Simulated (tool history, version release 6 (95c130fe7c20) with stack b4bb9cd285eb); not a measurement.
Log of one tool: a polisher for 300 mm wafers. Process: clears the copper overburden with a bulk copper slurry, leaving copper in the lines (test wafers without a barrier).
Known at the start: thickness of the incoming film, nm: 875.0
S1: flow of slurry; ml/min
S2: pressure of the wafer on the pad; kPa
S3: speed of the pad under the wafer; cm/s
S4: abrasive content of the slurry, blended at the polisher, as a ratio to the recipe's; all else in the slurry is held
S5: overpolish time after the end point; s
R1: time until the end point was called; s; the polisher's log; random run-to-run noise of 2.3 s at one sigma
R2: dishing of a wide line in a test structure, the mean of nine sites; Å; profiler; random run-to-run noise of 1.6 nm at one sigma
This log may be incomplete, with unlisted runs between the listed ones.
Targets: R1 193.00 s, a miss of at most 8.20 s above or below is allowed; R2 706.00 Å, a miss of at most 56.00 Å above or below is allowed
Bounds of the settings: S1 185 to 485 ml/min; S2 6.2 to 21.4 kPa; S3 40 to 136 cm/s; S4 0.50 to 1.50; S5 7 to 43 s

run	day	S1	S2	S3	S4	S5	R1	R2
1	0.000	310	13.8	88	1.00	22	141.92	637.86
2	0.238	310	11.7	88	1.00	22	162.20	531.35
3	0.312	310	11.7	68	1.00	22	213.80	468.20
4	0.450	310	13.1	68	1.00	22	188.69	511.38
5	0.708	310	13.1	56	1.00	22	227.88	438.22
6	1.021	310	13.1	56	1.00	14	237.19	312.43
7	1.283	310	13.8	56	1.00	19	225.30	410.17
8	1.492	310	14.5	56	1.00	22	210.27	482.56
9	1.867	310	15.2	56	1.00	25	197.93	545.14
10	1.938	310	15.2	56	1.00	27	198.90	591.33
11	2.108	310	15.2	56	1.00	28	198.21	579.95
12	2.283	310	15.2	56	1.00	30	195.99	634.17
13	2.642	310	15.2	56	1.00	31	198.56	613.52

5 next moves are on the table. One of them brings every result within its allowed miss. Which?
A	3.000	265	13.8	66	0.95	28	?	?
B	3.000	325	15.2	58	1.00	34	?	?
C	3.000	270	17.9	56	1.00	21	?	?
D	3.000	350	15.2	56	1.15	25	?	?
E	3.000	290	15.2	64	1.00	31	?	?

move	R1	R2
A	191.90	603.44
B	193.49	688.81
C	171.98	546.60
D	193.63	560.40
E	177.32	686.62
A: further off than the last run
B: all results in spec
C: further off than the last run
D: further off than the last run
E: meets the target for the result that was furthest off, but another lies outside its allowed miss
Move B is the one to make.

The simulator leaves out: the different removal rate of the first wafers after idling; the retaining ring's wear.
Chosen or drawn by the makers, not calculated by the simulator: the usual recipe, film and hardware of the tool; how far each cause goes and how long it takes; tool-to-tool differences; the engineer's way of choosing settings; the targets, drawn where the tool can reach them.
